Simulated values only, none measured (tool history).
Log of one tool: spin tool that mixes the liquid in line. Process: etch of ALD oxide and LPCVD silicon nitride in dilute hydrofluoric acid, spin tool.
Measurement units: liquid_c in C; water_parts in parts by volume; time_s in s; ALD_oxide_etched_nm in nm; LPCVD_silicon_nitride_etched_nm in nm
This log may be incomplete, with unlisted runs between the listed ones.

run	hour	liquid_c	water_parts	time_s	ALD_oxide_etched_nm	LPCVD_silicon_nitride_etched_nm
1	0	23	50	30	5.22	0.29314
2	1.4	22	55	30	4.461	0.31879
3	4.3	21.5	55	30	4.3758	0.29843
4	12.4	25	55	30	5.0928	0.33119
5	16.1	25	65	30	4.2168	0.32425
6	24	23.5	65	30	3.9595	0.21916
7	32.2	22.5	65	30	3.8557	0.30019
8	34.6	21.5	65	30	3.6535	0.23044

Run 9, settings as shown, results not yet in. Your forecast:
9	36.5	20.5	65	30	?	?

Logged for run 9: ALD_oxide_etched_nm 3.5664 nm, LPCVD_silicon_nitride_etched_nm 0.19559 nm.

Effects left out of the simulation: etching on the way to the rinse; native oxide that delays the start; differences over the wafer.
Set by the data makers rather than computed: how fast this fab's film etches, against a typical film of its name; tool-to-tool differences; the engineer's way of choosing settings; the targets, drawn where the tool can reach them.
